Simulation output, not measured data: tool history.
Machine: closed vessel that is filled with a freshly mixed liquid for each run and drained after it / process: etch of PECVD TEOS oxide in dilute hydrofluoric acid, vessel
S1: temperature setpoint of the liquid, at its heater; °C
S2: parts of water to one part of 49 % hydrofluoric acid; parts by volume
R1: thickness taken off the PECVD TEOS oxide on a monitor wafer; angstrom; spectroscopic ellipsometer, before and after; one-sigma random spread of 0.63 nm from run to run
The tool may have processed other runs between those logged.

Run 1, hour 0: S1 25 °C, S2 70 parts by volume, time in the liquid (s) 370. Result: R1 497.52 angstrom.
Run 2, hour 8.8: S1 26 °C, S2 70 parts by volume, time in the liquid (s) 370. Result: R1 533.3 angstrom.
Run 3, hour 9.8: S1 26.5 °C, S2 70 parts by volume, time in the liquid (s) 370. Result: R1 536.05 angstrom.
Run 4, hour 13.5: S1 26.5 °C, S2 55 parts by volume, time in the liquid (s) 370. Result: R1 711.05 angstrom.
Run 5, hour 19.5: S1 28.5 °C, S2 55 parts by volume, time in the liquid (s) 370. Result: R1 755.2 angstrom.
Run 6, hour 22.7: S1 28.5 °C, S2 40 parts by volume, time in the liquid (s) 370. Result: R1 1062.3 angstrom.
Run 7, hour 26.7: S1 27 °C, S2 40 parts by volume, time in the liquid (s) 370. Result: R1 1007.3 angstrom.
Run 8, hour 35.4: S1 26 °C, S2 40 parts by volume, time in the liquid (s) 370. Result: R1 953.85 angstrom.

The next listed run, before its measurement:
Run 9, hour 39: S1 22 °C, S2 40 parts by volume, time in the liquid (s) 370. Result: R1 ?.

{"run 9": {"R1": 811.27}}

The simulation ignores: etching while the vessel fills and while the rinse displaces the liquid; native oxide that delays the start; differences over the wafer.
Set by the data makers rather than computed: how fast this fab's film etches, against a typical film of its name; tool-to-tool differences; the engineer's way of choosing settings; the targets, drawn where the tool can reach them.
